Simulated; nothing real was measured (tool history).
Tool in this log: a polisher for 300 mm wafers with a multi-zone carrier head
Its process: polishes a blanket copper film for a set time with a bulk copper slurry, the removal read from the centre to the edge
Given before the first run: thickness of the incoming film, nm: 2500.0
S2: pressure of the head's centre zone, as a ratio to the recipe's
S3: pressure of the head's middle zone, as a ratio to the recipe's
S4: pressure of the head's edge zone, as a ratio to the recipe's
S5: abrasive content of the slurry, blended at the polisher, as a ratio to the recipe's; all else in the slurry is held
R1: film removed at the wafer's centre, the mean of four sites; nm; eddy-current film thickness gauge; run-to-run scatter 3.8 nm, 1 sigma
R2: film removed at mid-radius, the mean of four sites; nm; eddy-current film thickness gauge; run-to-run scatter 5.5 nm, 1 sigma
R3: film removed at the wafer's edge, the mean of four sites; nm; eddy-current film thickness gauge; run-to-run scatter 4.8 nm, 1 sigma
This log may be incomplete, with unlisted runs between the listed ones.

Run 1, day 0: flow of slurry (ml/min) 210, S2 1, S3 1, S4 1, S5 1, polishing time (s) 83. Result: R1 935.44 nm, R2 948.86 nm, R3 893.57 nm.
Run 2, day 0.354: flow of slurry (ml/min) 200, S2 0.97, S3 0.98, S4 0.99, S5 0.9, polishing time (s) 78. Result: R1 820.29 nm, R2 842.21 nm, R3 816.65 nm.
Run 3, day 0.554: flow of slurry (ml/min) 200, S2 0.97, S3 0.98, S4 0.95, S5 0.9, polishing time (s) 78. Result: R1 821.83 nm, R2 848.65 nm, R3 804.03 nm.
Run 4, day 0.692: flow of slurry (ml/min) 200, S2 0.97, S3 0.98, S4 1.02, S5 0.9, polishing time (s) 78. Result: R1 825.31 nm, R2 838.68 nm, R3 833.72 nm.
Run 5, day 0.917: flow of slurry (ml/min) 190, S2 0.94, S3 0.97, S4 1, S5 0.8, polishing time (s) 74. Result: R1 737.67 nm, R2 764.78 nm, R3 778.63 nm.
Run 6, day 1.246: flow of slurry (ml/min) 190, S2 0.94, S3 0.97, S4 1.06, S5 0.8, polishing time (s) 74. Result: R1 736.52 nm, R2 766.34 nm, R3 790.01 nm.

What does the tool deliver on the next run?
Run 7, day 1.338: flow of slurry (ml/min) 185, S2 0.92, S3 0.97, S4 1.03, S5 0.75, polishing time (s) 70. Result: R1 ?, R2 ?, R3 ?.

{"run 7": {"R1": 670.17, "R2": 710.04, "R3": 731.17}}

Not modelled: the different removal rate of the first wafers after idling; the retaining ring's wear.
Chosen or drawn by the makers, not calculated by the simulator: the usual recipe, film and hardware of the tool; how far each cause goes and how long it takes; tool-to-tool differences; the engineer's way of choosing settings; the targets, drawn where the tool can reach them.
